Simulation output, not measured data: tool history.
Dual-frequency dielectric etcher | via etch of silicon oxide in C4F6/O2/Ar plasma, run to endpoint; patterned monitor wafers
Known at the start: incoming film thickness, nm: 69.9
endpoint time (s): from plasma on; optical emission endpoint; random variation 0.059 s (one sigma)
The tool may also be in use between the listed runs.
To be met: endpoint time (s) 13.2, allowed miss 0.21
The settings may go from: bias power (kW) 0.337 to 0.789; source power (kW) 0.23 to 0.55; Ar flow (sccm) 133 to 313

| run | hour | bias power (kW) | source power (kW) | Ar flow (sccm) | endpoint time (s) |
|---|---|---|---|---|---|
| 1 | 0 | 0.563 | 0.39 | 223 | 14.387 |
| 2 | 5.1 | 0.563 | 0.39 | 208 | 14.339 |
| 3 | 14 | 0.563 | 0.34 | 208 | 15.326 |
| 4 | 16.8 | 0.563 | 0.31 | 208 | 16.234 |
| 5 | 24.1 | 0.601 | 0.32 | 207 | 15.669 |
| 6 | 25 | 0.66 | 0.32 | 207 | 14.98 |
| 7 | 31.7 | 0.681 | 0.33 | 207 | 14.75 |
| 8 | 39.1 | 0.698 | 0.34 | 206 | 14.282 |
| 9 | 45.3 | 0.789 | 0.35 | 205 | 13.456 |

Which of these 4 next moves meets every target?
| A | 51.5 | 0.77 | 0.34 | 207 | ? |
| B | 51.5 | 0.691 | 0.34 | 175 | ? |
| C | 51.5 | 0.759 | 0.37 | 191 | ? |
| D | 51.5 | 0.737 | 0.36 | 248 | ? |

| move | endpoint time (s) |
|---|---|
| A | 13.808 |
| B | 14.091 |
| C | 13.144 |
| D | 13.886 |
A: further off than the last run
B: further off than the last run
C: meets every target
D: further off than the last run
The right move is C.
